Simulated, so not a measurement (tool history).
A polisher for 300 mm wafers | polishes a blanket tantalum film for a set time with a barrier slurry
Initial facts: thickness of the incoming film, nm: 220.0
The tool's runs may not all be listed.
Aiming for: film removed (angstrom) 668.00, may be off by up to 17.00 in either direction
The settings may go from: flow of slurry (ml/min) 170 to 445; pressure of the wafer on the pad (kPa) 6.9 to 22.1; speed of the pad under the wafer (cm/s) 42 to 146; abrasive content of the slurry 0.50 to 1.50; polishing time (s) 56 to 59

run    day  flow of slurry (ml/min)  pressure of the wafer on the pad (kPa)  speed of the pad under the wafer (cm/s)  abrasive content of the slurry  polishing time (s)  film removed (angstrom)
  1  0.000                      285                                    14.5                                       94                            1.00                  56                  1071.50
  2  0.038                      240                                    14.5                                       94                            1.00                  56                  1067.40
  3  0.321                      240                                    13.8                                       94                            1.00                  56                  1012.20
  4  0.671                      240                                    13.1                                       94                            1.00                  56                   978.17
  5  0.983                      240                                    15.2                                       94                            1.00                  56                  1135.50
  6  1.225                      240                                    14.5                                       94                            1.00                  56                  1063.90
  7  1.317                      240                                    13.8                                       94                            1.00                  56                  1032.00
  8  1.517                      240                                    13.1                                       94                            1.00                  56                   966.02
  9  1.688                      240                                    13.1                                       94                            1.00                  56                   971.12

Pick the move, out of 4, that brings all results within their allowed miss; only one does.
  A  1.858                      295                                    11.7                                       78                            0.85                  56                        ?
  B  1.858                      295                                     9.0                                       72                            1.20                  56                        ?
  C  1.858                      290                                    13.8                                       58                            0.90                  59                        ?
  D  1.858                      230                                    11.0                                       70                            1.10                  56                        ?

move  film removed (angstrom)
   A                   709.48
   B                   564.23
   C                   670.36
   D                   638.63
A: nearer the targets than the last run, but a result is still out of spec
B: the result that was furthest off in the last run now lies on the other side of its target
C: every result lands within tolerance
D: the result that was furthest off in the last run now lies on the other side of its target
Go with C: it meets all targets.
